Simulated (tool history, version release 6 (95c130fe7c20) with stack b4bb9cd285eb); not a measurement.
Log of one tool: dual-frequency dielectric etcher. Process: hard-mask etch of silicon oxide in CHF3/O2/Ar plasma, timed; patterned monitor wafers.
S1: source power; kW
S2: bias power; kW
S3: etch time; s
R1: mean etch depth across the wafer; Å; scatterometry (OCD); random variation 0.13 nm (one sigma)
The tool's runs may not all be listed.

run 1 hour=0 | S1=0.73 S2=0.196 S3=17.5 | R1=413.06
run 2 hour=6.8 | S1=0.73 S2=0.215 S3=17.5 | R1=428.28
run 3 hour=10.5 | S1=0.73 S2=0.215 S3=17.5 | R1=430.61
run 4 hour=13.6 | S1=0.67 S2=0.198 S3=17.5 | R1=401.48
run 5 hour=15.3 | S1=0.62 S2=0.186 S3=17.5 | R1=379.35
run 6 hour=23.4 | S1=0.58 S2=0.179 S3=17.5 | R1=359.74
run 7 hour=31.5 | S1=0.55 S2=0.177 S3=17.5 | R1=351.96
run 8 hour=34.4 | S1=0.55 S2=0.177 S3=17.5 | R1=350.78
run 9 hour=37.4 | S1=0.53 S2=0.176 S3=17.5 | R1=346.13

Forecast run 10:
run 10 hour=46.1 | S1=0.51 S2=0.175 S3=17.5 | R1=?

Run 10 gave R1 336.85 Å.

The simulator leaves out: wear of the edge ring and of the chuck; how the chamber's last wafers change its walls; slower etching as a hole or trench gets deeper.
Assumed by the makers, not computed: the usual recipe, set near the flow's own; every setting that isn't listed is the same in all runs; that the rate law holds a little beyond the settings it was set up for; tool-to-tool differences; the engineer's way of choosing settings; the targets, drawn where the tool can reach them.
